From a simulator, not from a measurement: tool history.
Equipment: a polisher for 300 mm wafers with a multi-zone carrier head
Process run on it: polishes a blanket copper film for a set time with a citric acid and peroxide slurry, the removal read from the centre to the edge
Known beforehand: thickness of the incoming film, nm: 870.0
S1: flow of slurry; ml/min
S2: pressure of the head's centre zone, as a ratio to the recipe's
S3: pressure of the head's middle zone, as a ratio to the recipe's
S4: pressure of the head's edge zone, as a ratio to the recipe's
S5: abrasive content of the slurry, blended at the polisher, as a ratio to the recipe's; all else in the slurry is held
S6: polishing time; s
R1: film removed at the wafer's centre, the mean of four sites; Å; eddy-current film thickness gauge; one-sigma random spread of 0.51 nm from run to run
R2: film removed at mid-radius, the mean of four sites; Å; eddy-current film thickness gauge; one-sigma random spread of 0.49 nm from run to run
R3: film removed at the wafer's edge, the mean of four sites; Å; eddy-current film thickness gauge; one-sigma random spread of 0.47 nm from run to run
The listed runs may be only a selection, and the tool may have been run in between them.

run  hour   S1    S2    S3    S4    S5  S6      R1      R2      R3
  1   0.0  135  1.00  1.00  1.00  1.00  59  851.97  879.83  850.70
  2   8.7  130  0.98  1.00  0.99  0.95  57  802.42  837.18  800.04
  3  17.3  130  0.98  1.00  1.02  0.95  57  801.53  832.76  820.91
  4  23.8  125  0.96  1.01  1.02  0.90  55  737.23  803.17  786.59
  5  26.0  125  0.96  1.01  1.02  0.90  43  582.23  626.63  607.80
  6  32.3  125  0.96  1.01  1.02  0.90  52  709.49  748.92  740.07

Estimate the outcome of run 7 from the log above:
  7  34.5  120  0.94  1.03  1.02  0.85  50   ?   ?   ?

Logged for run 7: R1 648.22 Å, R2 721.33 Å, R3 707.62 Å.
